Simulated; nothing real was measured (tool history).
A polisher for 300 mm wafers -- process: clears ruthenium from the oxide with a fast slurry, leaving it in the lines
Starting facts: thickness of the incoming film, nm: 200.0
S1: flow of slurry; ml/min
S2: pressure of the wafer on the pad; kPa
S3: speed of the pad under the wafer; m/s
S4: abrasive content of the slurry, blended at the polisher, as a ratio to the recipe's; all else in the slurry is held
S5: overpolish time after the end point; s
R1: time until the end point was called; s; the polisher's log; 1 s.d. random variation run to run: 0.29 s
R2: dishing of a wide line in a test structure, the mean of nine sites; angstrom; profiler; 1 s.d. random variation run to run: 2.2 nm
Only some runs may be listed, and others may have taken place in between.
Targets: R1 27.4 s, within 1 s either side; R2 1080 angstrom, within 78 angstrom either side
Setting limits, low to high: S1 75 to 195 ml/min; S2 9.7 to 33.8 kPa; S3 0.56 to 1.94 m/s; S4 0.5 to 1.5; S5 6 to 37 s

run	hour	S1	S2	S3	S4	S5	R1	R2
1	0	125	21.4	1.24	1	19	35.607	814.77
2	6	130	22.1	1.24	1	19	34.498	856.03
3	14.8	135	22.8	1.24	1	19	33.183	897.01
4	20.9	140	23.4	1.24	1	19	32.733	882.25
5	26.6	140	23.4	1.24	0.9	19	34.18	882.49
6	29.2	140	20.7	1.24	0.9	19	38.631	780.45
7	33.5	140	22.1	1.24	0.9	19	36.25	827.13
8	37.1	140	22.1	1.24	0.9	19	36.734	798.21
9	42.4	140	22.8	1.24	0.9	19	36.046	848.76
10	43	140	23.4	1.24	0.9	19	34.465	842.28
11	46.3	160	28.3	1.26	0.9	22	28.696	1173.8

4 candidate next runs follow, results not yet known. Just one meets every target within its allowed miss. Identify it.
A	49.6	150	25.5	1.36	1	25	?	?
B	49.6	195	33.1	1.18	0.7	20	?	?
C	49.6	150	28.3	1.36	0.8	31	?	?
D	49.6	135	30.3	1.32	0.85	20	?	?

move	R1	R2
A	27.438	1248.9
B	30.333	980.3
C	28.952	1395.9
D	27.281	1064
A: the worst result of the last run now meets its target, but another is out of spec
B: further off than the last run
C: further off than the last run
D: each result inside its tolerance
Answer: D
